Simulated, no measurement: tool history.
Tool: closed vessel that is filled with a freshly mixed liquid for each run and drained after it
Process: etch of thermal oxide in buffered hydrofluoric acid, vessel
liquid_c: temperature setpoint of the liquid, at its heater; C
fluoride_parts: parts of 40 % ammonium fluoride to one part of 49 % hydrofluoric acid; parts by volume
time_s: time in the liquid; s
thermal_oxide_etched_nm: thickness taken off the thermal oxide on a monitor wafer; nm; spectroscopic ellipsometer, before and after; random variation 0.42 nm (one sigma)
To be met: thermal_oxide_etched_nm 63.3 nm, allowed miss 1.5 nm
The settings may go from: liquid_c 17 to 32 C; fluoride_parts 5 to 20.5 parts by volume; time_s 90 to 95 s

run  hour  liquid_c  fluoride_parts  time_s  thermal_oxide_etched_nm
  1     0        25            12.5      90                   98.212
  2   8.6        24            12.5      90                   92.278
  3  11.7        24            14.5      90                   80.178
  4  13.8        24            14.5      90                   80.484
  5  21.4        24              13      90                   89.056
  6  28.2        24            16.5      90                   70.463
  7  30.2      23.5            16.5      90                   67.811
  8  38.6        23            16.5      90                   66.316

Which of these 4 next moves meets every target?
  A    47      22.5            16.5      95                        ?
  B    47      22.5              18      95                        ?
  C    47      23.5              17      90                        ?
  D    47        24            17.5      90                        ?

move  thermal_oxide_etched_nm
   A                   68.041
   B                    62.45
   C                   66.132
   D                   66.055
A: further off than the last run
B: meets every target
C: nearer than the last run, and not there yet
D: nearer than the last run, and not there yet
Move B is the one to make.

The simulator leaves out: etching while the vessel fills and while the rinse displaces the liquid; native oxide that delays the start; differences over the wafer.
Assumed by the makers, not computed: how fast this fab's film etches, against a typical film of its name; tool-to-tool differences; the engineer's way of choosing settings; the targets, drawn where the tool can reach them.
